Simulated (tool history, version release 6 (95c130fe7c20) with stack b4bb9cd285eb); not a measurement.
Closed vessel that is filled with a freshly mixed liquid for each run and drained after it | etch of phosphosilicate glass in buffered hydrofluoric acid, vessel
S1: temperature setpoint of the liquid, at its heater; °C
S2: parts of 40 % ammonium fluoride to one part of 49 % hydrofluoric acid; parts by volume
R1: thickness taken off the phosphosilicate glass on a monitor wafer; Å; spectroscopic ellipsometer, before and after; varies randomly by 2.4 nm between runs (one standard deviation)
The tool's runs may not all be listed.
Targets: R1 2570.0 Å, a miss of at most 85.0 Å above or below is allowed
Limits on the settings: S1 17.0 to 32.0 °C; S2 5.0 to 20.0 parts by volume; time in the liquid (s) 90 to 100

{"run": 1, "hour": 0.0, "S1": 24.0, "S2": 12.0, "time in the liquid (s)": 90, "R1": 3124.4}
{"run": 2, "hour": 6.5, "S1": 24.0, "S2": 9.5, "time in the liquid (s)": 90, "R1": 3881.8}
{"run": 3, "hour": 7.4, "S1": 24.0, "S2": 9.5, "time in the liquid (s)": 100, "R1": 4325.1}
{"run": 4, "hour": 13.4, "S1": 22.5, "S2": 10.0, "time in the liquid (s)": 100, "R1": 3841.6}
{"run": 5, "hour": 18.2, "S1": 22.5, "S2": 10.0, "time in the liquid (s)": 90, "R1": 3527.7}
{"run": 6, "hour": 26.7, "S1": 21.5, "S2": 10.5, "time in the liquid (s)": 90, "R1": 3134.6}
{"run": 7, "hour": 34.0, "S1": 20.5, "S2": 10.5, "time in the liquid (s)": 90, "R1": 2911.2}
{"run": 8, "hour": 43.0, "S1": 20.0, "S2": 10.5, "time in the liquid (s)": 90, "R1": 2916.5}
{"run": 9, "hour": 48.3, "S1": 19.5, "S2": 10.5, "time in the liquid (s)": 90, "R1": 2786.3}
{"run": 10, "hour": 53.1, "S1": 19.0, "S2": 10.5, "time in the liquid (s)": 90, "R1": 2747.8}

Exactly one of the 5 candidate moves below puts every result within its allowed miss. Which one?
{"run": "A", "hour": 57.9, "S1": 21.5, "S2": 13.5, "time in the liquid (s)": 100, "R1": "?"}
{"run": "B", "hour": 57.9, "S1": 18.5, "S2": 10.0, "time in the liquid (s)": 90, "R1": "?"}
{"run": "C", "hour": 57.9, "S1": 19.5, "S2": 13.0, "time in the liquid (s)": 95, "R1": "?"}
{"run": "D", "hour": 57.9, "S1": 18.0, "S2": 11.0, "time in the liquid (s)": 95, "R1": "?"}
{"run": "E", "hour": 57.9, "S1": 18.0, "S2": 12.0, "time in the liquid (s)": 95, "R1": "?"}

move=A R1=2688.3
move=B R1=2742.3
move=C R1=2370.1
move=D R1=2564.2
move=E R1=2355.1
A: gains on the last run, yet a result remains outside its allowed miss
B: roughly where the last run was
C: carries the result that was furthest off beyond its target, to the other side
D: hits every target within its allowed miss
E: carries the result that was furthest off beyond its target, to the other side
The move that meets every target is D.
